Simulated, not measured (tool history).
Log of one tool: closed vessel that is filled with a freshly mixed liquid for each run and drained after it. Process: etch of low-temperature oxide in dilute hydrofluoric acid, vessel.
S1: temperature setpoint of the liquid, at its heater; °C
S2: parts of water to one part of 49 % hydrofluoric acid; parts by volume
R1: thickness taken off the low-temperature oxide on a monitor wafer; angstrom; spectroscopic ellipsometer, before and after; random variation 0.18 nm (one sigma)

Run 1, day 0: S1 22 °C, S2 120 parts by volume, time in the liquid (s) 65. Result: R1 103.38 angstrom.
Run 2, day 0.021: S1 20 °C, S2 120 parts by volume, time in the liquid (s) 65. Result: R1 96.941 angstrom.
Run 3, day 0.15: S1 20 °C, S2 145 parts by volume, time in the liquid (s) 65. Result: R1 78.203 angstrom.
Run 4, day 0.233: S1 21.5 °C, S2 130 parts by volume, time in the liquid (s) 65. Result: R1 93.027 angstrom.
Run 5, day 0.421: S1 23 °C, S2 120 parts by volume, time in the liquid (s) 65. Result: R1 108.32 angstrom.
Run 6, day 0.696: S1 26 °C, S2 120 parts by volume, time in the liquid (s) 65. Result: R1 122.05 angstrom.

Run 7 comes next. What will it give?
Run 7, day 0.779: S1 26.5 °C, S2 115 parts by volume, time in the liquid (s) 65. Result: R1 ?.

R1: 129.17 angstrom
